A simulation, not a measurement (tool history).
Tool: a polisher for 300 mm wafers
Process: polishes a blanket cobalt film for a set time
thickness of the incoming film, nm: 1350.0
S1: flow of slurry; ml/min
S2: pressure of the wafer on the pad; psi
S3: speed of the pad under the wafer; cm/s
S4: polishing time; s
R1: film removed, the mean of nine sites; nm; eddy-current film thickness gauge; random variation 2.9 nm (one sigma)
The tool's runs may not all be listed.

Run 1, hour 0: S1 315 ml/min, S2 1.7 psi, S3 106 cm/s, S4 79 s. Result: R1 318.37 nm.
Run 2, hour 8.9: S1 245 ml/min, S2 1.7 psi, S3 106 cm/s, S4 79 s. Result: R1 312.05 nm.
Run 3, hour 11: S1 250 ml/min, S2 1.8 psi, S3 106 cm/s, S4 79 s. Result: R1 330.58 nm.
Run 4, hour 16.9: S1 250 ml/min, S2 1.8 psi, S3 106 cm/s, S4 83 s. Result: R1 342.57 nm.
Run 5, hour 25.6: S1 260 ml/min, S2 1.8 psi, S3 106 cm/s, S4 83 s. Result: R1 346.51 nm.
Run 6, hour 32.1: S1 265 ml/min, S2 1.8 psi, S3 106 cm/s, S4 83 s. Result: R1 345.33 nm.
Run 7, hour 35.8: S1 270 ml/min, S2 1.8 psi, S3 106 cm/s, S4 83 s. Result: R1 345.51 nm.
Run 8, hour 41: S1 275 ml/min, S2 2 psi, S3 106 cm/s, S4 83 s. Result: R1 375.47 nm.

Forecast run 9:
Run 9, hour 48.2: S1 275 ml/min, S2 2.1 psi, S3 106 cm/s, S4 83 s. Result: R1 ?.

R1: 394.79 nm

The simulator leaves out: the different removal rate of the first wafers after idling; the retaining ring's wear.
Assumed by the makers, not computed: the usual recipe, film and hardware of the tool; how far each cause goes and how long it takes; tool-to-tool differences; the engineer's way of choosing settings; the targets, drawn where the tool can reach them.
